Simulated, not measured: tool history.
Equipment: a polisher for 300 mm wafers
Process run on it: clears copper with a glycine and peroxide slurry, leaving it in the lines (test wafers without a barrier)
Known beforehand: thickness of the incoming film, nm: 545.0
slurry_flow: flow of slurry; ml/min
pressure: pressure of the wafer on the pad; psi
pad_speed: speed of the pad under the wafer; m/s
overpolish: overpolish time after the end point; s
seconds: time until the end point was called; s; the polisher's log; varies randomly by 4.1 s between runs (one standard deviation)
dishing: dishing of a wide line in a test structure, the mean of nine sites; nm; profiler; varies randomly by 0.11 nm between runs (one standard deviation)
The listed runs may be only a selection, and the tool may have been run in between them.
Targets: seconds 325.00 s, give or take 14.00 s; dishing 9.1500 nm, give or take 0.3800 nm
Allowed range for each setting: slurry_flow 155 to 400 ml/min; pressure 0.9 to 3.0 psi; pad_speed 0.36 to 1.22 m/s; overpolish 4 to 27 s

| run | day | slurry_flow | pressure | pad_speed | overpolish | seconds | dishing |
|---|---|---|---|---|---|---|---|
| 1 | 0.000 | 255 | 1.9 | 0.78 | 14 | 208.78 | 17.0610 |
| 2 | 0.142 | 215 | 1.9 | 0.78 | 14 | 206.10 | 16.6660 |
| 3 | 0.496 | 205 | 1.7 | 0.76 | 12 | 231.84 | 14.8740 |
| 4 | 0.788 | 205 | 1.7 | 0.76 | 17 | 233.45 | 18.0380 |
| 5 | 1.138 | 205 | 2.0 | 0.76 | 17 | 207.94 | 18.3080 |
| 6 | 1.338 | 205 | 2.0 | 0.56 | 17 | 258.17 | 17.3740 |
| 7 | 1.629 | 195 | 1.9 | 0.54 | 15 | 276.63 | 16.1410 |
| 8 | 1.804 | 195 | 1.9 | 0.54 | 15 | 275.80 | 15.7010 |
| 9 | 1.925 | 190 | 1.9 | 0.52 | 13 | 282.65 | 14.4710 |
| 10 | 2.021 | 185 | 1.9 | 0.50 | 11 | 285.98 | 12.7330 |
| 11 | 2.288 | 185 | 1.9 | 0.50 | 10 | 288.98 | 11.7460 |
| 12 | 2.504 | 185 | 1.9 | 0.50 | 9 | 293.04 | 10.8150 |
| 13 | 2.792 | 185 | 1.8 | 0.48 | 8 | 306.53 | 9.6444 |

Below are 5 possible settings for the next run. Only one of them brings all results inside the allowed miss of their targets. Which is it?
| A | 3.079 | 310 | 1.6 | 0.44 | 8 | ? | ? |
| B | 3.079 | 195 | 1.6 | 0.48 | 9 | ? | ? |
| C | 3.079 | 210 | 1.6 | 0.46 | 9 | ? | ? |
| D | 3.079 | 155 | 1.7 | 0.48 | 9 | ? | ? |
| E | 3.079 | 200 | 1.7 | 0.50 | 9 | ? | ? |

| move | seconds | dishing |
|---|---|---|
| A | 322.78 | 9.0990 |
| B | 322.12 | 9.9590 |
| C | 327.09 | 9.8692 |
| D | 321.34 | 9.9453 |
| E | 303.59 | 10.3650 |
A: meets every target
B: puts the biggest miss on target and leaves a different result outside tolerance
C: puts the biggest miss on target and leaves a different result outside tolerance
D: puts the biggest miss on target and leaves a different result outside tolerance
E: the biggest miss grows against the last run
A meets every target.
